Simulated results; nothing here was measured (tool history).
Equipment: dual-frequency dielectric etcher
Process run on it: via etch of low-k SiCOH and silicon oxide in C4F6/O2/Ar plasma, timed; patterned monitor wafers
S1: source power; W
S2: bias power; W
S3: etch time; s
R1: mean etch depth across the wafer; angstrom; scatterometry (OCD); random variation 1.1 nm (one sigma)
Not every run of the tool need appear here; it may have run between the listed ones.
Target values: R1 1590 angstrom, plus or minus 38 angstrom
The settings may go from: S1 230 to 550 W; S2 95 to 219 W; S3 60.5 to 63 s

run,hour,S1,S2,S3,R1
1,0,390,157,60.5,1410.5
2,1.9,390,157,63,1467.8
3,8.1,440,157,63,1549.6
4,15.9,400,157,63,1488.6
5,19.2,410,159,63,1514.1
6,24.9,410,145,63,1504.3
7,28.2,420,146,63,1499.2
8,35.6,430,148,63,1491.5
9,38.7,450,152,63,1542.8

Pick the move, out of 4, that brings all results within their allowed miss; only one does.
A,41.8,470,162,63,?
B,41.8,430,157,61.5,?
C,41.8,410,159,61.5,?
D,41.8,490,130,60.5,?

move,R1
A,1592.4
B,1498.6
C,1478
D,1492
A: every result lands within tolerance
B: moves away from the targets compared with the last run
C: moves away from the targets compared with the last run
D: moves away from the targets compared with the last run
The right move is A.
